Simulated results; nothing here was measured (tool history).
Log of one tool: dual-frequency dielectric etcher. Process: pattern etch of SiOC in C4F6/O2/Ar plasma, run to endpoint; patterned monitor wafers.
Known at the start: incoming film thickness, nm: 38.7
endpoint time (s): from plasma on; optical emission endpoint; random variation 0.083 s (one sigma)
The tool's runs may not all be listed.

{"run": 1, "hour": 0.0, "bias power (W)": 579, "source power (W)": 250, "endpoint time (s)": 14.76}
{"run": 2, "hour": 8.1, "bias power (W)": 602, "source power (W)": 250, "endpoint time (s)": 14.574}
{"run": 3, "hour": 12.7, "bias power (W)": 602, "source power (W)": 270, "endpoint time (s)": 14.248}
{"run": 4, "hour": 15.8, "bias power (W)": 618, "source power (W)": 270, "endpoint time (s)": 14.014}
{"run": 5, "hour": 22.3, "bias power (W)": 618, "source power (W)": 240, "endpoint time (s)": 14.678}
{"run": 6, "hour": 27.8, "bias power (W)": 618, "source power (W)": 220, "endpoint time (s)": 15.159}

Forecast run 7:
{"run": 7, "hour": 35.2, "bias power (W)": 647, "source power (W)": 220, "endpoint time (s)": "?"}

{"run 7": {"endpoint time (s)": 14.782}}
